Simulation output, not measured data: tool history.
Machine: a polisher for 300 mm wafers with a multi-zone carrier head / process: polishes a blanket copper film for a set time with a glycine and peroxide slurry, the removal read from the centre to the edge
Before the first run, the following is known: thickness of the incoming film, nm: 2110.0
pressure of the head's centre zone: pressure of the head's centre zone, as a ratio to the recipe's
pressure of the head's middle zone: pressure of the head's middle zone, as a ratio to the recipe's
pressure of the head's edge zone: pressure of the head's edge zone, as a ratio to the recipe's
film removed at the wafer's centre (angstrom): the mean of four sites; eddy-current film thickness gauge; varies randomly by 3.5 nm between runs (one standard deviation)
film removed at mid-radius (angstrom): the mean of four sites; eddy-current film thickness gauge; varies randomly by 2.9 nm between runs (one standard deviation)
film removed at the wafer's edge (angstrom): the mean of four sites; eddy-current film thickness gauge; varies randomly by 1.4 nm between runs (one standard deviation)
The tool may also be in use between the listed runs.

run	hour	flow of slurry (ml/min)	pressure of the head's centre zone	pressure of the head's middle zone	pressure of the head's edge zone	polishing time (s)	film removed at the wafer's centre (angstrom)	film removed at mid-radius (angstrom)	film removed at the wafer's edge (angstrom)
1	0	185	1	1	1	74	2722.5	2599.5	2540.9
2	6.7	185	1	1.05	1	74	2695.3	2747.3	2499.7
3	9.3	185	1	1.05	1.03	74	2688.7	2755.2	2532.8
4	10.9	175	1.01	1.02	1	72	2596.2	2596.2	2468.6
5	12.2	185	1.02	1	0.98	70	2620.1	2521.6	2326.7
6	16.7	185	1.02	1	0.98	87	3183.3	3133.7	2933
7	25.6	185	1.02	0.97	0.96	82	3083.1	2866.6	2758.8

Predict the results of run 8:
8	28.3	180	1.02	0.95	0.94	78	?	?	?

film removed at the wafer's centre (angstrom): 2895.5
film removed at mid-radius (angstrom): 2647.6
film removed at the wafer's edge (angstrom): 2577.5

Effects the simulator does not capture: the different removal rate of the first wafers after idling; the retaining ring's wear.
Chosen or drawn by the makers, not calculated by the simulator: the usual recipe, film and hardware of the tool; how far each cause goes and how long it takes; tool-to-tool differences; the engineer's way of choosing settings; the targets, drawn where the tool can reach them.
